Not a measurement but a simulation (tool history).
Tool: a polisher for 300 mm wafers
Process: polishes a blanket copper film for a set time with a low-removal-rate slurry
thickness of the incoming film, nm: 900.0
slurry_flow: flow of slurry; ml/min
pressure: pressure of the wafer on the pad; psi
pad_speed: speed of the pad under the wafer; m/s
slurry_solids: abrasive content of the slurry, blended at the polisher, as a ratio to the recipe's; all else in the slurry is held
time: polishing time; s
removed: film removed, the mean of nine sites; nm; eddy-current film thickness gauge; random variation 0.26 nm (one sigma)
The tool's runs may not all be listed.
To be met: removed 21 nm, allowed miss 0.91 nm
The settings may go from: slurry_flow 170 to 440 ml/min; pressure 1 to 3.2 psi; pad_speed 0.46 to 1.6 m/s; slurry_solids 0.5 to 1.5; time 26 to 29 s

| run | hour | slurry_flow | pressure | pad_speed | slurry_solids | time | removed |
|---|---|---|---|---|---|---|---|
| 1 | 0 | 280 | 2.1 | 1.02 | 1 | 29 | 74.227 |
| 2 | 4 | 260 | 1.8 | 0.88 | 0.9 | 28 | 50.04 |
| 3 | 5.1 | 260 | 1.6 | 0.78 | 0.9 | 28 | 39.512 |
| 4 | 12.7 | 260 | 1.6 | 0.78 | 0.75 | 28 | 37.751 |
| 5 | 13.8 | 260 | 1.4 | 0.72 | 0.75 | 28 | 30.561 |
| 6 | 16.1 | 260 | 1.3 | 0.7 | 0.75 | 28 | 28.342 |
| 7 | 23.3 | 260 | 1 | 0.52 | 0.75 | 28 | 16.303 |
| 8 | 31.4 | 260 | 1.1 | 0.52 | 0.75 | 28 | 17.986 |
| 9 | 40.3 | 260 | 1.2 | 0.52 | 0.75 | 28 | 19.508 |

Which of these 5 next moves meets every target?
| A | 49.2 | 255 | 1.3 | 0.62 | 0.85 | 26 | ? |
| B | 49.2 | 175 | 1 | 0.72 | 0.9 | 26 | ? |
| C | 49.2 | 185 | 1.1 | 0.62 | 1 | 29 | ? |
| D | 49.2 | 270 | 1.1 | 0.66 | 0.7 | 29 | ? |
| E | 49.2 | 185 | 1.3 | 0.6 | 0.75 | 28 | ? |

| move | removed |
|---|---|
| A | 24.155 |
| B | 21.46 |
| C | 23.553 |
| D | 23.008 |
| E | 23.601 |
A: takes the result that was furthest off past its target
B: meets every target
C: takes the result that was furthest off past its target
D: takes the result that was furthest off past its target
E: takes the result that was furthest off past its target
The right move is B.
